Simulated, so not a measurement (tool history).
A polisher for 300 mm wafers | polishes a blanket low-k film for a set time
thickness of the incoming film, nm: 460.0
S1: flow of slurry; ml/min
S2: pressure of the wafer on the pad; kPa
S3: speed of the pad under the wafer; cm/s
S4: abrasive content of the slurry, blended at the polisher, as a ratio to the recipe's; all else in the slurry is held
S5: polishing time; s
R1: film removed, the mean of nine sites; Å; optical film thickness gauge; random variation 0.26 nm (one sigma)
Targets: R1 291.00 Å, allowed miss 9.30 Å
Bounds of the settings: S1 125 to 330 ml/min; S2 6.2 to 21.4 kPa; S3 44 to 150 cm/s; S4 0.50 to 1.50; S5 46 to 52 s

{"run": 1, "hour": 0.0, "S1": 210, "S2": 13.8, "S3": 96, "S4": 1.0, "S5": 52, "R1": 142.47}
{"run": 2, "hour": 0.9, "S1": 215, "S2": 15.9, "S3": 100, "S4": 1.0, "S5": 52, "R1": 168.46}
{"run": 3, "hour": 3.6, "S1": 215, "S2": 15.9, "S3": 82, "S4": 1.0, "S5": 52, "R1": 147.27}
{"run": 4, "hour": 8.8, "S1": 215, "S2": 13.1, "S3": 82, "S4": 1.0, "S5": 52, "R1": 127.6}
{"run": 5, "hour": 10.0, "S1": 215, "S2": 13.1, "S3": 104, "S4": 1.0, "S5": 52, "R1": 145.5}
{"run": 6, "hour": 18.9, "S1": 220, "S2": 15.2, "S3": 110, "S4": 1.0, "S5": 52, "R1": 167.61}
{"run": 7, "hour": 26.5, "S1": 220, "S2": 16.5, "S3": 118, "S4": 1.0, "S5": 52, "R1": 187.78}
{"run": 8, "hour": 34.6, "S1": 220, "S2": 17.9, "S3": 126, "S4": 1.0, "S5": 52, "R1": 206.56}
{"run": 9, "hour": 39.4, "S1": 235, "S2": 21.4, "S3": 150, "S4": 1.05, "S5": 52, "R1": 265.09}
{"run": 10, "hour": 44.2, "S1": 235, "S2": 21.4, "S3": 150, "S4": 1.1, "S5": 52, "R1": 265.65}
{"run": 11, "hour": 52.8, "S1": 235, "S2": 21.4, "S3": 150, "S4": 1.1, "S5": 52, "R1": 266.38}
{"hour": 60.3, "done": "conditioning disc replaced and pad reconditioned"}
{"run": 12, "hour": 60.3, "S1": 245, "S2": 21.4, "S3": 150, "S4": 1.2, "S5": 52, "R1": 424.36}
{"run": 13, "hour": 65.7, "S1": 225, "S2": 21.4, "S3": 150, "S4": 1.2, "S5": 52, "R1": 421.49}
{"run": 14, "hour": 68.9, "S1": 245, "S2": 20.0, "S3": 148, "S4": 1.2, "S5": 52, "R1": 390.86}
{"run": 15, "hour": 70.9, "S1": 240, "S2": 18.6, "S3": 138, "S4": 1.2, "S5": 52, "R1": 348.11}
{"run": 16, "hour": 77.6, "S1": 240, "S2": 17.2, "S3": 136, "S4": 1.2, "S5": 52, "R1": 319.15}
{"run": 17, "hour": 79.5, "S1": 240, "S2": 17.2, "S3": 136, "S4": 1.2, "S5": 52, "R1": 319.83}

Which of these 5 next moves meets every target?
{"run": "A", "hour": 81.4, "S1": 275, "S2": 20.0, "S3": 130, "S4": 1.15, "S5": 46, "R1": "?"}
{"run": "B", "hour": 81.4, "S1": 225, "S2": 17.9, "S3": 146, "S4": 1.15, "S5": 48, "R1": "?"}
{"run": "C", "hour": 81.4, "S1": 225, "S2": 17.9, "S3": 150, "S4": 1.35, "S5": 52, "R1": "?"}
{"run": "D", "hour": 81.4, "S1": 245, "S2": 17.2, "S3": 132, "S4": 1.2, "S5": 52, "R1": "?"}
{"run": "E", "hour": 81.4, "S1": 230, "S2": 15.9, "S3": 122, "S4": 1.45, "S5": 52, "R1": "?"}

move=A R1=310.40
move=B R1=308.67
move=C R1=360.12
move=D R1=307.63
move=E R1=284.46
A: nearer than the last run, and not there yet
B: nearer than the last run, and not there yet
C: further off than the last run
D: nearer than the last run, and not there yet
E: meets every target
The right move is E.

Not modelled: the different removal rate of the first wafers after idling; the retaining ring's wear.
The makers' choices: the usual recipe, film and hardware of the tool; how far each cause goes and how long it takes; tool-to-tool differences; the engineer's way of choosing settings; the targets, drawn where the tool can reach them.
